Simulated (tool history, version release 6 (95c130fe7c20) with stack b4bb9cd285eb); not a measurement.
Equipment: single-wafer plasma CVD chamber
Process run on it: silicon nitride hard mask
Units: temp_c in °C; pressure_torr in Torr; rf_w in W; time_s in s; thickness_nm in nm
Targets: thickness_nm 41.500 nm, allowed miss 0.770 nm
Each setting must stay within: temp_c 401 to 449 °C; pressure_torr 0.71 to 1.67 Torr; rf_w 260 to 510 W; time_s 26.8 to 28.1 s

run,hour,temp_c,pressure_torr,rf_w,time_s,thickness_nm
1,0.0,425,1.19,385,28.1,34.482
2,7.3,425,1.05,385,28.1,32.983
3,13.3,425,1.19,395,28.1,34.800
4,19.3,425,1.19,395,26.8,33.405
5,22.0,425,1.29,410,26.9,35.163
6,25.6,425,1.37,425,27.0,36.895
7,27.8,425,1.37,425,27.0,36.655
8,32.4,425,1.43,435,27.1,37.813
9,37.8,425,1.48,445,27.1,38.597
10,44.6,425,1.52,450,27.1,39.654
11,50.6,425,1.66,455,27.1,40.696

Consider the 4 candidate settings below. Which is the only one whose results all fall within their allowed miss of target?
A,56.6,419,1.54,450,27.0,?
B,56.6,421,1.62,445,27.1,?
C,56.6,424,1.44,505,27.3,?
D,56.6,438,1.67,455,26.8,?

move,thickness_nm
A,39.802
B,40.296
C,41.851
D,40.443
A: lands further from the targets than the last run did
B: lands further from the targets than the last run did
C: all results in spec
D: lands further from the targets than the last run did
Correct choice: C, which meets every target
